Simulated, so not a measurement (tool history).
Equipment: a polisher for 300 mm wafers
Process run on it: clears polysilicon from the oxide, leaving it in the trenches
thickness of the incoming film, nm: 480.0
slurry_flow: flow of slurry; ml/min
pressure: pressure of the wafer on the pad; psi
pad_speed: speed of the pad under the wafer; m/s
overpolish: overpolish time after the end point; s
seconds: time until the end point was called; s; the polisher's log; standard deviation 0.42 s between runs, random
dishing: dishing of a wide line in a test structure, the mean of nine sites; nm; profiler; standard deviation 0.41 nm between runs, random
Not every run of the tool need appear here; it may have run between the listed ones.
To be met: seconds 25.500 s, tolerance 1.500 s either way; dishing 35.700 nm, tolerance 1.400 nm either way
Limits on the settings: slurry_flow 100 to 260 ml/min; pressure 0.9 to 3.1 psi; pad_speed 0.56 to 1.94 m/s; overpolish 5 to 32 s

{"run": 1, "hour": 0.0, "slurry_flow": 165, "pressure": 2.0, "pad_speed": 1.24, "overpolish": 16, "seconds": 37.684, "dishing": 39.355}
{"run": 2, "hour": 8.5, "slurry_flow": 165, "pressure": 2.4, "pad_speed": 1.24, "overpolish": 16, "seconds": 31.234, "dishing": 39.849}
{"run": 3, "hour": 10.9, "slurry_flow": 165, "pressure": 2.4, "pad_speed": 1.24, "overpolish": 9, "seconds": 30.97, "dishing": 38.158}
{"run": 4, "hour": 19.0, "slurry_flow": 165, "pressure": 2.4, "pad_speed": 1.24, "overpolish": 15, "seconds": 32.227, "dishing": 39.762}
{"run": 5, "hour": 25.7, "slurry_flow": 165, "pressure": 2.4, "pad_speed": 1.24, "overpolish": 22, "seconds": 31.293, "dishing": 40.831}
{"run": 6, "hour": 33.5, "slurry_flow": 200, "pressure": 2.4, "pad_speed": 1.24, "overpolish": 22, "seconds": 31.368, "dishing": 40.228}
{"run": 7, "hour": 38.8, "slurry_flow": 215, "pressure": 2.5, "pad_speed": 1.26, "overpolish": 18, "seconds": 29.237, "dishing": 39.759}
{"run": 8, "hour": 42.8, "slurry_flow": 225, "pressure": 2.5, "pad_speed": 1.28, "overpolish": 15, "seconds": 27.625, "dishing": 40.667}
{"run": 9, "hour": 51.7, "slurry_flow": 195, "pressure": 2.7, "pad_speed": 1.24, "overpolish": 12, "seconds": 27.304, "dishing": 39.563}
{"run": 10, "hour": 54.3, "slurry_flow": 170, "pressure": 2.8, "pad_speed": 1.24, "overpolish": 10, "seconds": 26.315, "dishing": 39.694}
{"run": 11, "hour": 58.6, "slurry_flow": 190, "pressure": 2.6, "pad_speed": 1.34, "overpolish": 9, "seconds": 28.248, "dishing": 39.362}
{"run": 12, "hour": 59.9, "slurry_flow": 200, "pressure": 2.7, "pad_speed": 1.2, "overpolish": 8, "seconds": 27.767, "dishing": 39.533}
{"run": 13, "hour": 67.9, "slurry_flow": 175, "pressure": 2.6, "pad_speed": 1.4, "overpolish": 7, "seconds": 26.728, "dishing": 37.943}

4 candidate next runs follow, results not yet known. Just one meets every target within its allowed miss. Identify it.
{"run": "A", "hour": 75.9, "slurry_flow": 190, "pressure": 2.5, "pad_speed": 1.58, "overpolish": 5, "seconds": "?", "dishing": "?"}
{"run": "B", "hour": 75.9, "slurry_flow": 150, "pressure": 2.6, "pad_speed": 1.2, "overpolish": 9, "seconds": "?", "dishing": "?"}
{"run": "C", "hour": 75.9, "slurry_flow": 205, "pressure": 2.6, "pad_speed": 1.16, "overpolish": 8, "seconds": "?", "dishing": "?"}
{"run": "D", "hour": 75.9, "slurry_flow": 175, "pressure": 2.9, "pad_speed": 1.3, "overpolish": 9, "seconds": "?", "dishing": "?"}

move=A seconds=25.191 dishing=35.838
move=B seconds=29.545 dishing=38.935
move=C seconds=29.141 dishing=38.388
move=D seconds=24.875 dishing=39.585
A: each result inside its tolerance
B: the biggest miss grows against the last run
C: the biggest miss grows against the last run
D: the biggest miss grows against the last run
A is the move that brings every result within its allowed miss.

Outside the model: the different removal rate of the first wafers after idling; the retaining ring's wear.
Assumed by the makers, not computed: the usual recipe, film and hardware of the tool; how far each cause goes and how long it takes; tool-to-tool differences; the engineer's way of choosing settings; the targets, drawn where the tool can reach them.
